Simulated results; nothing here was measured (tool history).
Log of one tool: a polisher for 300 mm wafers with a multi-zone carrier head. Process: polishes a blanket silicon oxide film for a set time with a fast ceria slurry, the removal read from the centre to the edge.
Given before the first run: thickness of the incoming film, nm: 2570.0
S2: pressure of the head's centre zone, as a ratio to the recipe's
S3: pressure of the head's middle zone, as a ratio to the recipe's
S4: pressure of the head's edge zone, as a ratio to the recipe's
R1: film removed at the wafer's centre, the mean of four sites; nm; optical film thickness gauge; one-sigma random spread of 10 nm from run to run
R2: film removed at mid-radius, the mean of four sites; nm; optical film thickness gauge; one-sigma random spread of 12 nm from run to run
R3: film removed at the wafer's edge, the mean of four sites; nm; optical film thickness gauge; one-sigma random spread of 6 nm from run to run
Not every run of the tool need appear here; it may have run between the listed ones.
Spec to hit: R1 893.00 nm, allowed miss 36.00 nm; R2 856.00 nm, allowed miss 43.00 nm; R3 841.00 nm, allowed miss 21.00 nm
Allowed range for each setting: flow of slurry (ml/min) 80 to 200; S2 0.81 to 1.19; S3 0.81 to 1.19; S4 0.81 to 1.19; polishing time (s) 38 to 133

Run 1, day 0.000: flow of slurry (ml/min) 130, S2 1.00, S3 1.00, S4 1.00, polishing time (s) 85. Result: R1 641.39 nm, R2 619.60 nm, R3 630.57 nm.
Run 2, day 0.167: flow of slurry (ml/min) 135, S2 1.01, S3 1.01, S4 1.01, polishing time (s) 87. Result: R1 666.20 nm, R2 657.11 nm, R3 655.40 nm.
Run 3, day 0.204: flow of slurry (ml/min) 140, S2 1.02, S3 1.01, S4 1.03, polishing time (s) 88. Result: R1 711.89 nm, R2 666.83 nm, R3 671.93 nm.
Run 4, day 0.562: flow of slurry (ml/min) 140, S2 1.02, S3 1.01, S4 1.11, polishing time (s) 88. Result: R1 698.64 nm, R2 663.92 nm, R3 681.94 nm.
Run 5, day 0.679: flow of slurry (ml/min) 140, S2 0.96, S3 1.01, S4 1.11, polishing time (s) 88. Result: R1 644.66 nm, R2 670.38 nm, R3 690.74 nm.
Run 6, day 0.908: flow of slurry (ml/min) 140, S2 1.01, S3 1.01, S4 1.11, polishing time (s) 88. Result: R1 690.13 nm, R2 666.63 nm, R3 686.90 nm.
Run 7, day 1.096: flow of slurry (ml/min) 145, S2 1.01, S3 1.01, S4 1.12, polishing time (s) 89. Result: R1 700.93 nm, R2 669.15 nm, R3 700.10 nm.
Run 8, day 1.292: flow of slurry (ml/min) 150, S2 1.01, S3 1.02, S4 1.12, polishing time (s) 90. Result: R1 705.19 nm, R2 694.88 nm, R3 715.39 nm.
Run 9, day 1.312: flow of slurry (ml/min) 155, S2 1.02, S3 1.03, S4 1.12, polishing time (s) 91. Result: R1 731.88 nm, R2 722.95 nm, R3 716.84 nm.

5 next moves are on the table. One of them brings every result within its allowed miss. Which?
Run A, day 1.333: flow of slurry (ml/min) 165, S2 1.11, S3 1.04, S4 1.06, polishing time (s) 74. Result: R1 ?, R2 ?, R3 ?.
Run B, day 1.333: flow of slurry (ml/min) 160, S2 1.06, S3 1.06, S4 1.15, polishing time (s) 104. Result: R1 ?, R2 ?, R3 ?.
Run C, day 1.333: flow of slurry (ml/min) 120, S2 1.01, S3 0.81, S4 1.19, polishing time (s) 102. Result: R1 ?, R2 ?, R3 ?.
Run D, day 1.333: flow of slurry (ml/min) 160, S2 0.97, S3 0.95, S4 1.14, polishing time (s) 113. Result: R1 ?, R2 ?, R3 ?.
Run E, day 1.333: flow of slurry (ml/min) 135, S2 0.96, S3 1.00, S4 1.11, polishing time (s) 77. Result: R1 ?, R2 ?, R3 ?.

move      R1      R2      R3
   A  655.28  577.74  592.93
   B  873.61  820.63  854.21
   C  757.01  603.11  813.03
   D  867.37  813.23  926.52
   E  562.00  558.41  609.06
A: moves away from the targets compared with the last run
B: hits every target within its allowed miss
C: about the same distance from the targets as the last run
D: pushes the last run's worst result past its target
E: moves away from the targets compared with the last run
Answer: B
